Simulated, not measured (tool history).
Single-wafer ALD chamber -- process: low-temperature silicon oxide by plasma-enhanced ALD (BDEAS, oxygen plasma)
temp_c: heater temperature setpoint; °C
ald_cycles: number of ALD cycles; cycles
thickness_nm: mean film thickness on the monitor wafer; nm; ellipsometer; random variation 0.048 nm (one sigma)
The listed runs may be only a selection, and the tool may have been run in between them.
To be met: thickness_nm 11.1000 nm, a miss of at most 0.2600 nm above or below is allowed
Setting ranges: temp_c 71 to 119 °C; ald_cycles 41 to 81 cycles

{"run": 1, "hour": 0.0, "temp_c": 95, "ald_cycles": 61, "thickness_nm": 9.2039}
{"run": 2, "hour": 5.0, "temp_c": 95, "ald_cycles": 66, "thickness_nm": 10.111}
{"run": 3, "hour": 12.2, "temp_c": 93, "ald_cycles": 67, "thickness_nm": 10.331}
{"run": 4, "hour": 13.8, "temp_c": 99, "ald_cycles": 67, "thickness_nm": 10.042}
{"run": 5, "hour": 21.3, "temp_c": 95, "ald_cycles": 67, "thickness_nm": 10.143}
{"run": 6, "hour": 29.0, "temp_c": 89, "ald_cycles": 67, "thickness_nm": 10.465}
{"run": 7, "hour": 38.1, "temp_c": 89, "ald_cycles": 67, "thickness_nm": 10.469}
{"hour": 40.2, "done": "thermocouple changed; heater temperature recalibrated"}
{"run": 8, "hour": 40.2, "temp_c": 87, "ald_cycles": 67, "thickness_nm": 10.348}
{"run": 9, "hour": 47.0, "temp_c": 87, "ald_cycles": 68, "thickness_nm": 10.416}
{"run": 10, "hour": 50.4, "temp_c": 87, "ald_cycles": 69, "thickness_nm": 10.606}
{"run": 11, "hour": 53.0, "temp_c": 87, "ald_cycles": 70, "thickness_nm": 10.828}

Below are 4 possible settings for the next run. Only one of them brings all results inside the allowed miss of their targets. Which is it?
{"run": "A", "hour": 55.6, "temp_c": 89, "ald_cycles": 69, "thickness_nm": "?"}
{"run": "B", "hour": 55.6, "temp_c": 82, "ald_cycles": 71, "thickness_nm": "?"}
{"run": "C", "hour": 55.6, "temp_c": 85, "ald_cycles": 68, "thickness_nm": "?"}
{"run": "D", "hour": 55.6, "temp_c": 91, "ald_cycles": 76, "thickness_nm": "?"}

move=A thickness_nm=10.5140
move=B thickness_nm=11.1170
move=C thickness_nm=10.5250
move=D thickness_nm=11.4890
A: its largest miss is bigger than the last run's
B: every result lands within tolerance
C: its largest miss is bigger than the last run's
D: pushes the last run's worst result past its target
B is the move that brings every result within its allowed miss.
